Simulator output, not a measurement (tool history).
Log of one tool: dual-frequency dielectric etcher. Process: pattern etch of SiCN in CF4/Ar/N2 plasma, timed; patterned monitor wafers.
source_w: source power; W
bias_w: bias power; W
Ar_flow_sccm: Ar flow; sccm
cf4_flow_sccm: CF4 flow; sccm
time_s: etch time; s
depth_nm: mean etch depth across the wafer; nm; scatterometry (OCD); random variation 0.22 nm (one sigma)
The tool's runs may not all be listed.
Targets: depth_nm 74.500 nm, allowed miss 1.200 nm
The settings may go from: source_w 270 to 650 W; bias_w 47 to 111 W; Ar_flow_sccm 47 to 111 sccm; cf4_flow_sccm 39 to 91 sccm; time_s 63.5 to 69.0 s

| run | day | source_w | bias_w | Ar_flow_sccm | cf4_flow_sccm | time_s | depth_nm |
|---|---|---|---|---|---|---|---|
| 1 | 0.000 | 460 | 79 | 79 | 65 | 69.0 | 64.282 |
| 2 | 0.100 | 470 | 79 | 79 | 65 | 69.0 | 64.744 |
| 3 | 0.158 | 480 | 79 | 79 | 65 | 69.0 | 65.868 |
| 4 | 0.300 | 480 | 79 | 79 | 75 | 69.0 | 66.280 |
| 5 | 0.667 | 480 | 79 | 79 | 66 | 69.0 | 65.739 |
| 6 | 0.733 | 490 | 79 | 79 | 66 | 69.0 | 65.935 |
| 7 | 0.996 | 500 | 79 | 79 | 66 | 69.0 | 67.117 |
| 8 | 1.367 | 560 | 80 | 79 | 66 | 69.0 | 71.069 |
| 9 | 1.654 | 590 | 81 | 79 | 66 | 69.0 | 73.152 |

Which of these 5 next moves meets every target?
| A | 1.942 | 580 | 80 | 76 | 57 | 69.0 | ? |
| B | 1.942 | 600 | 83 | 72 | 76 | 66.5 | ? |
| C | 1.942 | 570 | 77 | 77 | 65 | 69.0 | ? |
| D | 1.942 | 590 | 89 | 83 | 61 | 66.5 | ? |
| E | 1.942 | 600 | 85 | 89 | 82 | 65.0 | ? |

| move | depth_nm |
|---|---|
| A | 71.178 |
| B | 74.192 |
| C | 71.083 |
| D | 71.172 |
| E | 71.632 |
A: further off than the last run
B: meets every target
C: further off than the last run
D: further off than the last run
E: further off than the last run
Move B is the one to make.
